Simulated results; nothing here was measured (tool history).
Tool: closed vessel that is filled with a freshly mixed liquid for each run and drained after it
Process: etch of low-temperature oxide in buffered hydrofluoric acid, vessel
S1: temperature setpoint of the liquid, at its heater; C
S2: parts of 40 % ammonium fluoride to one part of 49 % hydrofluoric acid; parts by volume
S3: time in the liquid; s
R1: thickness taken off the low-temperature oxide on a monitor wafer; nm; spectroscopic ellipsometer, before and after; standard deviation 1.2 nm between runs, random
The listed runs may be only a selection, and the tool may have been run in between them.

Run 1, hour 0.0: S1 21.0 C, S2 23.5 parts by volume, S3 85 s. Result: R1 198.01 nm.
Run 2, hour 4.4: S1 21.0 C, S2 23.5 parts by volume, S3 85 s. Result: R1 198.17 nm.
Run 3, hour 10.5: S1 21.0 C, S2 27.5 parts by volume, S3 85 s. Result: R1 174.94 nm.
Run 4, hour 15.6: S1 17.5 C, S2 27.5 parts by volume, S3 85 s. Result: R1 143.05 nm.
Run 5, hour 18.0: S1 17.5 C, S2 27.5 parts by volume, S3 90 s. Result: R1 151.76 nm.
Run 6, hour 22.9: S1 19.5 C, S2 27.5 parts by volume, S3 90 s. Result: R1 171.25 nm.
Run 7, hour 25.0: S1 21.0 C, S2 27.5 parts by volume, S3 90 s. Result: R1 185.86 nm.
At hour 29.8: hydrofluoric acid flow meter replaced.
Run 8, hour 29.8: S1 25.0 C, S2 26.0 parts by volume, S3 90 s. Result: R1 264.25 nm.

Run 9 comes next. What will it give?
Run 9, hour 36.6: S1 25.5 C, S2 26.0 parts by volume, S3 90 s. Result: R1 ?.

{"run 9": {"R1": 270.53}}

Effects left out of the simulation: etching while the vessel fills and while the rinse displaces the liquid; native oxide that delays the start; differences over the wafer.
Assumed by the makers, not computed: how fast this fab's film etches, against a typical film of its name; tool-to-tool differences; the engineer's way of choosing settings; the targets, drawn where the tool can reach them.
